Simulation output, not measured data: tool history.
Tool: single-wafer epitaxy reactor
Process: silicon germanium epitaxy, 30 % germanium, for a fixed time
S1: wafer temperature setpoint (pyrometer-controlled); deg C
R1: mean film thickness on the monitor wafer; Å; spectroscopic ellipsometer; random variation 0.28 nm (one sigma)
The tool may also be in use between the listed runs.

Run 1, hour 0: S1 620 deg C, chamber pressure (mTorr) 20900. Result: R1 896.74 Å.
Run 2, hour 4.6: S1 620 deg C, chamber pressure (mTorr) 18400. Result: R1 851.47 Å.
Run 3, hour 9.5: S1 627 deg C, chamber pressure (mTorr) 18400. Result: R1 974.37 Å.
Run 4, hour 10.9: S1 622 deg C, chamber pressure (mTorr) 18300. Result: R1 879.4 Å.
Run 5, hour 12.4: S1 629 deg C, chamber pressure (mTorr) 18300. Result: R1 1008.5 Å.
Run 6, hour 17.9: S1 624 deg C, chamber pressure (mTorr) 18200. Result: R1 916.38 Å.
Run 7, hour 23.8: S1 620 deg C, chamber pressure (mTorr) 18100. Result: R1 831.89 Å.
Run 8, hour 30.8: S1 617 deg C, chamber pressure (mTorr) 18100. Result: R1 786.33 Å.

Run 9 comes next. What will it give?
Run 9, hour 33.6: S1 615 deg C, chamber pressure (mTorr) 18100. Result: R1 ?.

R1: 750.14 Å

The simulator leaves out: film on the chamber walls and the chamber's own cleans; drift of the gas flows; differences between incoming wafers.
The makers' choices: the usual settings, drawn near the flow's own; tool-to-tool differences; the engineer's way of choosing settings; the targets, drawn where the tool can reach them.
